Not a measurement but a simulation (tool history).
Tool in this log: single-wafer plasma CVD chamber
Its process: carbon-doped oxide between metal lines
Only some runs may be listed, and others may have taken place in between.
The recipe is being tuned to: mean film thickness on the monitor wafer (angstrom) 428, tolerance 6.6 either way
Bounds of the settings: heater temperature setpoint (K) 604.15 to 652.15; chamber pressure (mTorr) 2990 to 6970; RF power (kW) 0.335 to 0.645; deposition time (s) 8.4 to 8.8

run,hour,heater temperature setpoint (K),chamber pressure (mTorr),RF power (kW),deposition time (s),mean film thickness on the monitor wafer (angstrom)
1,0,628.15,4980,0.49,8.8,461.13
2,4.7,628.15,5540,0.49,8.8,470.62
3,7.9,628.15,5540,0.49,8.4,452.58
4,16,619.15,5540,0.49,8.4,468.2
5,24.7,624.15,5360,0.49,8.4,454.52
6,31.8,627.15,5230,0.49,8.4,449.98
7,35.1,630.15,5120,0.49,8.4,439.78
8,37.8,631.15,5080,0.49,8.4,442.61
9,43,633.15,4990,0.49,8.4,436.27

Which one of the following 5 next-run settings gets every result inside its allowed miss? There is exactly one.
A,48.2,620.15,5460,0.465,8.4,?
B,48.2,635.15,4900,0.495,8.6,?
C,48.2,636.15,5010,0.49,8.6,?
D,48.2,642.15,4560,0.5,8.4,?
E,48.2,631.15,5220,0.49,8.4,?

move,mean film thickness on the monitor wafer (angstrom)
A,444.51
B,447.56
C,444.59
D,426.82
E,443.85
A: misses by more than the last run did
B: misses by more than the last run did
C: misses by more than the last run did
D: every result lands within tolerance
E: misses by more than the last run did
Correct choice: D, which meets every target
